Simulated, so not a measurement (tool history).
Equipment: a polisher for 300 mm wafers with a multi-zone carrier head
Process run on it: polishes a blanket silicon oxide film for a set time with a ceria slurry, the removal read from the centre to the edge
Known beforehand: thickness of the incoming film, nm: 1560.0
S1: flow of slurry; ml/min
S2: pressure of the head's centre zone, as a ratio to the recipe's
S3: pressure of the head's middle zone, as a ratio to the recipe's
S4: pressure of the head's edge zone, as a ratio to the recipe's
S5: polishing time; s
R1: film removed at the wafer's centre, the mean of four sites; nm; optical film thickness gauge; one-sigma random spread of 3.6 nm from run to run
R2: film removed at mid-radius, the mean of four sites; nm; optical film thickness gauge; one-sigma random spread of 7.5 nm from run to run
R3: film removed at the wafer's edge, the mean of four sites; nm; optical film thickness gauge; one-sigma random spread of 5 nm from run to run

run	day	S1	S2	S3	S4	S5	R1	R2	R3
1	0	205	1	1	1	90	441.1	428.28	431.42
2	0.296	225	1.04	1.05	0.99	91	471.27	453.61	429.09
3	0.438	235	1.06	1.09	1	92	483.71	468.52	447.85
4	0.708	205	1.06	1.09	1	92	471	460.63	446.78
5	1.071	205	1.06	1.09	0.94	92	474.95	472.17	427.85
6	1.358	220	1.08	1.11	0.93	93	494.27	489.71	433.27
7	1.567	235	1.1	1.13	0.93	94	514.86	493.16	449.23
8	1.608	245	1.11	1.15	0.9	95	532.76	501.16	439.06
9	1.821	245	1.11	1.16	0.89	96	538.94	537.63	439.96

Run 10 has not been measured yet. What should we expect?
10	2.108	245	1.11	1.16	0.89	96	?	?	?

R1: 535.35 nm
R2: 524 nm
R3: 442.83 nm
